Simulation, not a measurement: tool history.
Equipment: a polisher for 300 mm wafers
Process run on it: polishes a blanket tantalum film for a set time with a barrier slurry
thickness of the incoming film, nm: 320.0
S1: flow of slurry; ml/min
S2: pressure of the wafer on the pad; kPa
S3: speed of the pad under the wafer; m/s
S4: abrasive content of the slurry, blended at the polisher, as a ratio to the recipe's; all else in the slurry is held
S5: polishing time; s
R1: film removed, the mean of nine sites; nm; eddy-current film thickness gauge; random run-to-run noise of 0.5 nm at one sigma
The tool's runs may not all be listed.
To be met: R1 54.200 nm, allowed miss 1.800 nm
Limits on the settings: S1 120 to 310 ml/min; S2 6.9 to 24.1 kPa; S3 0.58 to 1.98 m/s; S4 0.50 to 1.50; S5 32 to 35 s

Run 1, hour 0.0: S1 200 ml/min, S2 15.2 kPa, S3 1.28 m/s, S4 1.00, S5 35 s. Result: R1 67.279 nm.
Run 2, hour 3.9: S1 200 ml/min, S2 14.5 kPa, S3 1.28 m/s, S4 1.00, S5 35 s. Result: R1 63.328 nm.
Run 3, hour 10.8: S1 200 ml/min, S2 14.5 kPa, S3 1.28 m/s, S4 1.10, S5 35 s. Result: R1 65.012 nm.
Run 4, hour 13.6: S1 200 ml/min, S2 14.5 kPa, S3 1.48 m/s, S4 1.10, S5 35 s. Result: R1 73.338 nm.
Run 5, hour 19.0: S1 200 ml/min, S2 14.5 kPa, S3 1.48 m/s, S4 1.10, S5 32 s. Result: R1 69.806 nm.
Run 6, hour 27.9: S1 200 ml/min, S2 16.5 kPa, S3 1.48 m/s, S4 1.10, S5 32 s. Result: R1 78.822 nm.
Run 7, hour 35.0: S1 195 ml/min, S2 15.2 kPa, S3 1.48 m/s, S4 1.10, S5 32 s. Result: R1 71.930 nm.
Run 8, hour 36.4: S1 185 ml/min, S2 11.0 kPa, S3 1.46 m/s, S4 1.10, S5 32 s. Result: R1 51.324 nm.
Run 9, hour 45.4: S1 190 ml/min, S2 11.0 kPa, S3 1.46 m/s, S4 1.10, S5 32 s. Result: R1 51.418 nm.
Run 10, hour 50.7: S1 195 ml/min, S2 11.0 kPa, S3 1.46 m/s, S4 1.10, S5 32 s. Result: R1 51.023 nm.

Below are 5 possible settings for the next run. Only one of them brings all results inside the allowed miss of their targets. Which is it?
Run A, hour 56.0: S1 260 ml/min, S2 9.7 kPa, S3 1.48 m/s, S4 1.15, S5 32 s. Result: R1 ?.
Run B, hour 56.0: S1 165 ml/min, S2 9.0 kPa, S3 1.74 m/s, S4 0.75, S5 35 s. Result: R1 ?.
Run C, hour 56.0: S1 195 ml/min, S2 9.7 kPa, S3 1.56 m/s, S4 1.00, S5 32 s. Result: R1 ?.
Run D, hour 56.0: S1 175 ml/min, S2 9.7 kPa, S3 1.52 m/s, S4 0.90, S5 35 s. Result: R1 ?.
Run E, hour 56.0: S1 175 ml/min, S2 9.7 kPa, S3 1.58 m/s, S4 1.25, S5 35 s. Result: R1 ?.

move      R1
   A  48.254
   B  49.245
   C  47.558
   D  48.730
   E  54.199
A: its largest miss is bigger than the last run's
B: its largest miss is bigger than the last run's
C: its largest miss is bigger than the last run's
D: its largest miss is bigger than the last run's
E: all results in spec
Move E is the one to make.
